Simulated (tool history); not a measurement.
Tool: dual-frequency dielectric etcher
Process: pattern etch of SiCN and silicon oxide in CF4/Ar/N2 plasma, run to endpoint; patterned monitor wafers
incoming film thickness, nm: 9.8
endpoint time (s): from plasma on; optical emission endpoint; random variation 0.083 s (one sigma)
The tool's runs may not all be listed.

| run | hour | source power (W) | bias power (W) | Ar flow (sccm) | CF4 flow (sccm) | endpoint time (s) |
|---|---|---|---|---|---|---|
| 1 | 0.0 | 420 | 53 | 126 | 47 | 15.056 |
| 2 | 6.0 | 420 | 53 | 115 | 47 | 14.748 |
| 3 | 11.5 | 420 | 53 | 100 | 47 | 14.071 |
| 4 | 20.1 | 400 | 51 | 102 | 47 | 15.075 |
| 5 | 26.1 | 390 | 49 | 103 | 47 | 15.644 |
| 6 | 32.9 | 390 | 42 | 103 | 47 | 16.320 |
| 7 | 41.7 | 380 | 41 | 105 | 47 | 16.814 |
| 8 | 44.1 | 370 | 40 | 107 | 47 | 17.598 |
| 9 | 49.1 | 360 | 39 | 107 | 47 | 18.261 |

Run 10 comes next. What will it give?
| 10 | 57.3 | 350 | 39 | 107 | 47 | ? |

Run 10 gave endpoint time (s) 18.946.

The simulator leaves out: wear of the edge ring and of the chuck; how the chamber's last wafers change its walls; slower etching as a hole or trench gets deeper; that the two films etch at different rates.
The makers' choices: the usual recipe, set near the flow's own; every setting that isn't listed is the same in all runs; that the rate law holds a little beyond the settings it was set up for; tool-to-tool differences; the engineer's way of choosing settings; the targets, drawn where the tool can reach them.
